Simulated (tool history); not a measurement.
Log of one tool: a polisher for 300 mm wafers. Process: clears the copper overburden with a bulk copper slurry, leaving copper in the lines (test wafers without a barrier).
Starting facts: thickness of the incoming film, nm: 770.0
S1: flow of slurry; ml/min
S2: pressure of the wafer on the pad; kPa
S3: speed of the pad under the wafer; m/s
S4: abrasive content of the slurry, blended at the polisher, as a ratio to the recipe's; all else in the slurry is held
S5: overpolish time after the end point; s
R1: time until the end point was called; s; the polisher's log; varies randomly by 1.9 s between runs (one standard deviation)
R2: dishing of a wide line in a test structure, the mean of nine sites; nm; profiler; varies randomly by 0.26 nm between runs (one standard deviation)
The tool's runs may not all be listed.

Run 1, hour 0: S1 285 ml/min, S2 20.7 kPa, S3 1.42 m/s, S4 1, S5 25 s. Result: R1 56.976 s, R2 25.793 nm.
Run 2, hour 2.5: S1 285 ml/min, S2 19.3 kPa, S3 1.38 m/s, S4 1, S5 25 s. Result: R1 62.845 s, R2 25.602 nm.
Run 3, hour 8.2: S1 225 ml/min, S2 19.3 kPa, S3 1.38 m/s, S4 1, S5 25 s. Result: R1 65.494 s, R2 25.001 nm.
Run 4, hour 13.8: S1 265 ml/min, S2 19.3 kPa, S3 1.38 m/s, S4 1, S5 25 s. Result: R1 63.37 s, R2 25.682 nm.
Run 5, hour 15.3: S1 265 ml/min, S2 19.3 kPa, S3 1.38 m/s, S4 1.2, S5 25 s. Result: R1 61.782 s, R2 25.156 nm.
Run 6, hour 22: S1 265 ml/min, S2 19.3 kPa, S3 1.04 m/s, S4 1.2, S5 25 s. Result: R1 81.55 s, R2 25.469 nm.

Run 7 is up next; what results do you expect?
Run 7, hour 27.4: S1 260 ml/min, S2 17.9 kPa, S3 1.04 m/s, S4 1.2, S5 25 s. Result: R1 ?, R2 ?.

Run 7 measured R1 86.888 s, R2 25.112 nm.
